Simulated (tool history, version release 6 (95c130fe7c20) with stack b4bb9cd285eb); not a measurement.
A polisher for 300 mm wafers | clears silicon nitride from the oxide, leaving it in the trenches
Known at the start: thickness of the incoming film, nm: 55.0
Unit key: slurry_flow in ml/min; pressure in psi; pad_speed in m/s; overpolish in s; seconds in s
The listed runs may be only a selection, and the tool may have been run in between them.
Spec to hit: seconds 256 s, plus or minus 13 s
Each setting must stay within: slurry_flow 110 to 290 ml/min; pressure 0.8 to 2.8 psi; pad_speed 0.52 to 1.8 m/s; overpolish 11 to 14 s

| run | hour | slurry_flow | pressure | pad_speed | overpolish | seconds |
|---|---|---|---|---|---|---|
| 1 | 0 | 185 | 1.8 | 1.16 | 14 | 100.28 |
| 2 | 1.3 | 185 | 1.4 | 1.16 | 14 | 122.38 |
| 3 | 4.1 | 215 | 1.4 | 1.16 | 14 | 119.44 |
| 4 | 9.1 | 235 | 1.4 | 1.16 | 14 | 120.65 |
| 5 | 14 | 235 | 1.2 | 1.16 | 14 | 137.77 |
| 6 | 17.2 | 235 | 0.9 | 1.16 | 14 | 187.05 |
| 7 | 19.9 | 230 | 0.9 | 1.08 | 14 | 192.64 |
| 8 | 27.4 | 230 | 0.9 | 1 | 14 | 216.42 |
| 9 | 33.3 | 230 | 0.9 | 0.98 | 14 | 208.72 |
| 10 | 40.6 | 230 | 0.9 | 0.94 | 14 | 221.09 |
| 11 | 46.6 | 225 | 0.8 | 0.84 | 14 | 288.6 |
| 12 | 54 | 225 | 0.8 | 0.84 | 14 | 280.33 |

Next run, 4 choices. One meets every target within its allowed miss, the rest don't. Which?
| A | 61.4 | 205 | 1 | 0.88 | 13 | ? |
| B | 61.4 | 240 | 1 | 0.8 | 14 | ? |
| C | 61.4 | 190 | 1.1 | 0.78 | 12 | ? |
| D | 61.4 | 230 | 1.2 | 0.62 | 14 | ? |

| move | seconds |
|---|---|
| A | 221.62 |
| B | 238.1 |
| C | 229.69 |
| D | 256.39 |
A: carries the result that was furthest off beyond its target, to the other side
B: carries the result that was furthest off beyond its target, to the other side
C: carries the result that was furthest off beyond its target, to the other side
D: in spec on every target
So the answer is move D, the one that meets all the targets.

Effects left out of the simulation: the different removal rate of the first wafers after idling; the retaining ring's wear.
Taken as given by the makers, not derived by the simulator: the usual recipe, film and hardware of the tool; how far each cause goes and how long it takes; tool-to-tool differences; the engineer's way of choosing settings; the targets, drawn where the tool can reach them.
